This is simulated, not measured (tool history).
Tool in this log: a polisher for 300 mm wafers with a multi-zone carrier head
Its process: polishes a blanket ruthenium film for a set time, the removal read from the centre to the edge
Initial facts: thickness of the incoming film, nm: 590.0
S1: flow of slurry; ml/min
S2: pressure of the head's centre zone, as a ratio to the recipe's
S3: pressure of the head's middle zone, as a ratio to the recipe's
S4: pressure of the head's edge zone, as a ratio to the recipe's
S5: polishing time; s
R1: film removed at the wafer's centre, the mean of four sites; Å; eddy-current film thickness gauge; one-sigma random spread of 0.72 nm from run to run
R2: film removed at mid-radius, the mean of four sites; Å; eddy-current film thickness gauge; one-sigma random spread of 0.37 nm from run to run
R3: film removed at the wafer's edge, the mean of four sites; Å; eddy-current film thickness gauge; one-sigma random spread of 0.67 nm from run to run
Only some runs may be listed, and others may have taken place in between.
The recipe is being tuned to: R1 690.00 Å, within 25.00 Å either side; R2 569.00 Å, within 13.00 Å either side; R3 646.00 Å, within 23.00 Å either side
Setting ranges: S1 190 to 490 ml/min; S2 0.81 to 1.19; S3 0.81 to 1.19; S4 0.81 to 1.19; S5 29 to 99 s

run,hour,S1,S2,S3,S4,S5,R1,R2,R3
1,0.0,315,1.00,1.00,1.00,64,539.77,545.06,548.56
2,2.0,315,1.00,1.00,1.00,79,666.82,675.06,666.24
3,4.5,275,1.00,1.00,1.00,79,660.96,658.07,670.29
4,6.7,275,1.00,0.93,1.00,79,642.53,618.46,684.76
5,9.7,275,1.00,0.93,1.05,79,642.08,627.63,691.52
6,17.6,275,1.00,0.93,1.05,86,707.71,687.56,747.31
7,26.1,275,1.00,0.93,1.05,86,715.83,683.72,755.83
# hour 27.6: slurry nozzle cleaned
8,27.6,300,1.03,0.91,1.03,82,742.15,672.04,725.03
9,34.6,215,1.04,0.81,0.97,76,672.52,553.83,654.52

Which one of the following 5 next-run settings gets every result inside its allowed miss? There is exactly one.
A,41.6,190,1.05,0.81,0.92,75,?,?,?
B,41.6,225,0.98,0.81,0.96,78,?,?,?
C,41.6,270,1.06,0.81,0.95,73,?,?,?
D,41.6,215,0.98,0.82,0.96,77,?,?,?
E,41.6,250,1.09,0.85,0.99,74,?,?,?

move,R1,R2,R3
A,648.90,530.68,621.29
B,647.23,565.91,671.35
C,672.01,541.32,635.75
D,634.54,560.06,659.59
E,693.93,562.85,652.54
A: lands further from the targets than the last run did
B: meets the target for the result that was furthest off, but another lies outside its allowed miss
C: lands further from the targets than the last run did
D: meets the target for the result that was furthest off, but another lies outside its allowed miss
E: meets every target
Move E is the one to make.
